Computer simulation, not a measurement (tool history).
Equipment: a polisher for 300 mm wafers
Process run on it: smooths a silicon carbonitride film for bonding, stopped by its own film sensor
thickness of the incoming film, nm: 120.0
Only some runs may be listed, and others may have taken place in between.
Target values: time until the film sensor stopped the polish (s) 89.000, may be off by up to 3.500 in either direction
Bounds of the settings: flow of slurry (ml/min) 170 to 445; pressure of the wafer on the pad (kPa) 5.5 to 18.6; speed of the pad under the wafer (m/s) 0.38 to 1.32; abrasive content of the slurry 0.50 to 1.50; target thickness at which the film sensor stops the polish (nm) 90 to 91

run  hour  flow of slurry (ml/min)  pressure of the wafer on the pad (kPa)  speed of the pad under the wafer (m/s)  abrasive content of the slurry  target thickness at which the film sensor stops the polish (nm)  time until the film sensor stopped the polish (s)
  1   0.0                      285                                    11.7                                    0.84                            1.00                                                               91                                            140.080
  2   6.7                      285                                    11.7                                    0.84                            1.10                                                               91                                            130.720
  3   8.3                      285                                    12.4                                    0.84                            1.10                                                               91                                            124.340
  4  15.9                      355                                    12.4                                    0.84                            1.10                                                               91                                            122.030
  5  19.8                      355                                    13.1                                    0.84                            1.10                                                               91                                            116.840
  6  28.6                      355                                    13.8                                    0.84                            1.10                                                               91                                            109.450
  7  29.4                      355                                    14.5                                    0.84                            1.10                                                               91                                            104.900
  8  33.9                      355                                    15.2                                    0.84                            1.10                                                               91                                            101.230
  9  36.1                      355                                    15.9                                    0.84                            1.10                                                               91                                             98.027

Consider the 5 candidate settings below. Which is the only one whose results all fall within their allowed miss of target?
  A  38.3                      265                                    17.9                                    1.06                            1.00                                                               90                                                  ?
  B  38.3                      340                                    14.5                                    0.88                            1.15                                                               91                                                  ?
  C  38.3                      340                                    15.9                                    1.06                            1.00                                                               90                                                  ?
  D  38.3                      380                                    15.2                                    0.80                            1.05                                                               90                                                  ?
  E  38.3                      355                                    15.2                                    0.98                            1.50                                                               90                                                  ?

move  time until the film sensor stopped the polish (s)
   A                                             81.236
   B                                            101.080
   C                                             89.418
   D                                            111.950
   E                                             81.236
A: moves the result that the last run missed by most past its target, out the other side
B: misses by more than the last run did
C: meets every target
D: misses by more than the last run did
E: moves the result that the last run missed by most past its target, out the other side
The move that meets every target is C.

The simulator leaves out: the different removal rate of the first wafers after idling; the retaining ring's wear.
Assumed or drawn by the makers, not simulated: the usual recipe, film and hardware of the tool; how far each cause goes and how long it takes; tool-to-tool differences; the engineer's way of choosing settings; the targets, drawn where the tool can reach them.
